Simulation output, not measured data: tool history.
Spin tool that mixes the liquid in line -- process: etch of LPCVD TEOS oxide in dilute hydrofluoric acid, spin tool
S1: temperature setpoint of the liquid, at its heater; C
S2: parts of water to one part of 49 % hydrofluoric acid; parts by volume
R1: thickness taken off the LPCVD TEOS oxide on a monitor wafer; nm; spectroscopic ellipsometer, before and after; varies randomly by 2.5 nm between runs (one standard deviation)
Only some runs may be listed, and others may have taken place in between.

run 1 day=0.000 | S1=22.0 S2=70 time_under_the_liquid_(s)=210 | R1=68.84
run 2 day=0.200 | S1=22.0 S2=45 time_under_the_liquid_(s)=210 | R1=109.99
run 3 day=0.425 | S1=23.5 S2=40 time_under_the_liquid_(s)=210 | R1=133.65
run 4 day=0.504 | S1=25.0 S2=35 time_under_the_liquid_(s)=210 | R1=165.16
run 5 day=0.583 | S1=27.0 S2=35 time_under_the_liquid_(s)=210 | R1=178.02
run 6 day=0.629 | S1=27.0 S2=35 time_under_the_liquid_(s)=210 | R1=175.73
run 7 day=0.762 | S1=27.5 S2=35 time_under_the_liquid_(s)=210 | R1=179.03
run 8 day=1.046 | S1=28.0 S2=35 time_under_the_liquid_(s)=210 | R1=187.60
run 9 day=1.267 | S1=28.5 S2=35 time_under_the_liquid_(s)=210 | R1=189.49
run 10 day=1.292 | S1=29.0 S2=35 time_under_the_liquid_(s)=210 | R1=189.32
run 11 day=1.617 | S1=29.0 S2=30 time_under_the_liquid_(s)=210 | R1=222.06
run 12 day=1.704 | S1=29.5 S2=30 time_under_the_liquid_(s)=210 | R1=234.10
run 13 day=1.888 | S1=30.0 S2=30 time_under_the_liquid_(s)=210 | R1=232.87

Estimate the outcome of run 14 from the log above:
-- day=2.242 hydrofluoric acid flow meter replaced
run 14 day=2.242 | S1=30.0 S2=25 time_under_the_liquid_(s)=210 | R1=?

{"run 14": {"R1": 325.75}}
